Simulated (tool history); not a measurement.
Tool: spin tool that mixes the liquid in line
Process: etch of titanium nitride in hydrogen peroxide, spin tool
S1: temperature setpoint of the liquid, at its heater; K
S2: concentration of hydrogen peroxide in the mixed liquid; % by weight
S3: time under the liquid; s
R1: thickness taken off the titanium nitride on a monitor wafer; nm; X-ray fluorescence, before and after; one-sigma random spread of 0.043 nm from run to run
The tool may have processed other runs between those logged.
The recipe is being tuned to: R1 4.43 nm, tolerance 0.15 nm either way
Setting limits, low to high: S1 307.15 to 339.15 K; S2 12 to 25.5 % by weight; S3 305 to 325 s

run  hour      S1    S2   S3      R1
  1     0  323.15  17.5  305   10.02
  2   8.5  320.15  17.5  305  8.1728
  3  12.8  320.15  17.5  325  8.7409
  4  17.9  320.15  17.5  305  8.3005
  5  25.2  320.15  17.5  325  8.5561
  6  26.9  320.15  17.5  325   8.702
  7  33.9  317.65  17.5  325  7.1689
  8  39.8  316.15  17.5  325  6.3212
  9  42.3  315.15  17.5  325  5.9247

Which one of the following 5 next-run settings gets every result inside its allowed miss? There is exactly one.
  A  44.8  313.15    19  305   ?
  B  44.8  320.65  17.5  325   ?
  C  44.8  313.65    13  305   ?
  D  44.8  312.15    20  315   ?
  E  44.8  312.15  17.5  305   ?

move      R1
   A  4.8488
   B  8.9186
   C  4.6507
   D  4.6871
   E  4.4108
A: closes in on the targets versus the last run, not all within tolerance yet
B: moves away from the targets compared with the last run
C: closes in on the targets versus the last run, not all within tolerance yet
D: closes in on the targets versus the last run, not all within tolerance yet
E: every result lands within tolerance
The move that meets every target is E.
